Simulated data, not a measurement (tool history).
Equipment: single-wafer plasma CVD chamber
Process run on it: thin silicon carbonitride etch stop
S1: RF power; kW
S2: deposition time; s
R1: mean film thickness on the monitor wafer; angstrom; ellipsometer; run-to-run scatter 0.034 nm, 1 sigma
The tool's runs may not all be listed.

Run 1, hour 0.0: S1 0.185 kW, S2 25.6 s. Result: R1 129.860 angstrom.
Run 2, hour 2.1: S1 0.195 kW, S2 25.6 s. Result: R1 131.860 angstrom.
Run 3, hour 10.5: S1 0.195 kW, S2 27.8 s. Result: R1 143.820 angstrom.
Run 4, hour 17.1: S1 0.190 kW, S2 26.4 s. Result: R1 134.740 angstrom.
Run 5, hour 21.0: S1 0.185 kW, S2 25.3 s. Result: R1 127.970 angstrom.
Run 6, hour 23.5: S1 0.180 kW, S2 24.4 s. Result: R1 122.510 angstrom.
Run 7, hour 24.6: S1 0.150 kW, S2 20.3 s. Result: R1 96.254 angstrom.

For run 8, what comes out?
Run 8, hour 27.5: S1 0.155 kW, S2 20.4 s. Result: R1 ?.

R1: 97.614 angstrom

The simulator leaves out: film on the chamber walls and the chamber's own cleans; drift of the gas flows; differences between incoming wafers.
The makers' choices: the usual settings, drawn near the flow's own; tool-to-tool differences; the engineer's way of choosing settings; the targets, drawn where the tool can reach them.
